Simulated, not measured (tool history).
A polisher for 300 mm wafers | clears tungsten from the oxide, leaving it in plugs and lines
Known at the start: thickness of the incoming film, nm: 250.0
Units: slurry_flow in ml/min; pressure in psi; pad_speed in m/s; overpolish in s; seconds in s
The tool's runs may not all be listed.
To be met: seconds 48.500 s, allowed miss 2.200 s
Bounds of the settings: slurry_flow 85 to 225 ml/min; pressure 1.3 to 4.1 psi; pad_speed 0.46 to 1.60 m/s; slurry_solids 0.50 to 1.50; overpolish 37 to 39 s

run    day  slurry_flow  pressure  pad_speed  slurry_solids  overpolish  seconds
  1  0.000          145       2.7       1.02           1.00          37   69.321
  2  0.267          145       2.7       1.02           1.00          37   69.900
  3  0.383          145       2.9       1.02           1.00          37   68.108
  4  0.704          145       3.1       1.04           1.00          37   60.903
  5  0.833          145       3.1       1.04           1.00          37   60.977
  6  1.100          145       3.2       1.04           1.00          37   61.108
  7  1.350          145       3.4       1.04           1.00          37   58.913
  8  1.442          145       3.5       1.04           1.00          37   56.205
  9  1.525          145       3.6       1.04           1.00          37   54.883
 10  1.746          145       3.6       1.04           1.00          37   54.243
 11  1.829          155       3.9       1.04           1.00          37   51.478

4 next moves are on the table. One of them brings every result within its allowed miss. Which?
  A  1.912          175       3.3       1.18           0.75          37        ?
  B  1.912          150       3.4       1.10           1.00          39        ?
  C  1.912          140       3.8       0.96           1.10          38        ?
  D  1.912          160       4.1       1.04           1.00          39        ?

move  seconds
   A   55.699
   B   55.171
   C   56.778
   D   49.751
A: further off than the last run
B: further off than the last run
C: further off than the last run
D: meets every target
The right move is D.
